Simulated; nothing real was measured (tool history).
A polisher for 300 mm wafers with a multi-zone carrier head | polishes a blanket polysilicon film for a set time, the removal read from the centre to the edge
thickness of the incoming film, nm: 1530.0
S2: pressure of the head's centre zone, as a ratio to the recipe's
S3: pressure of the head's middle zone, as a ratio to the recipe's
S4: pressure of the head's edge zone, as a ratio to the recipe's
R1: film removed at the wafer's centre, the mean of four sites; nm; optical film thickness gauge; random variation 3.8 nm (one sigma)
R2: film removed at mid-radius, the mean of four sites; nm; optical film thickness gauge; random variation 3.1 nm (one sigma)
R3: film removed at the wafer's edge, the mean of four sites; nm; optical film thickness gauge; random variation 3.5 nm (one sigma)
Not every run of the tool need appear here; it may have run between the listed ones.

run 1 hour=0.0 | flow_of_slurry_(ml/min)=145 S2=1.00 S3=1.00 S4=1.00 polishing_time_(s)=66 | R1=378.86 R2=389.98 R3=394.17
run 2 hour=5.8 | flow_of_slurry_(ml/min)=140 S2=1.01 S3=0.98 S4=0.97 polishing_time_(s)=62 | R1=356.77 R2=355.17 R3=360.22
run 3 hour=11.1 | flow_of_slurry_(ml/min)=135 S2=1.01 S3=0.96 S4=0.94 polishing_time_(s)=60 | R1=352.67 R2=332.60 R3=334.12
run 4 hour=12.8 | flow_of_slurry_(ml/min)=135 S2=1.06 S3=0.96 S4=0.94 polishing_time_(s)=60 | R1=366.38 R2=341.43 R3=328.97
run 5 hour=20.6 | flow_of_slurry_(ml/min)=135 S2=1.06 S3=0.96 S4=0.86 polishing_time_(s)=60 | R1=366.79 R2=335.12 R3=314.84
run 6 hour=28.7 | flow_of_slurry_(ml/min)=135 S2=1.13 S3=0.96 S4=0.86 polishing_time_(s)=60 | R1=391.65 R2=341.18 R3=324.89
run 7 hour=32.0 | flow_of_slurry_(ml/min)=130 S2=1.09 S3=0.94 S4=0.87 polishing_time_(s)=59 | R1=362.67 R2=318.03 R3=318.08

What will run 8 give?
run 8 hour=37.5 | flow_of_slurry_(ml/min)=105 S2=0.99 S3=0.91 S4=0.82 polishing_time_(s)=54 | R1=? R2=? R3=?

Run 8 produced R1 287.40 nm, R2 271.59 nm, R3 270.64 nm.

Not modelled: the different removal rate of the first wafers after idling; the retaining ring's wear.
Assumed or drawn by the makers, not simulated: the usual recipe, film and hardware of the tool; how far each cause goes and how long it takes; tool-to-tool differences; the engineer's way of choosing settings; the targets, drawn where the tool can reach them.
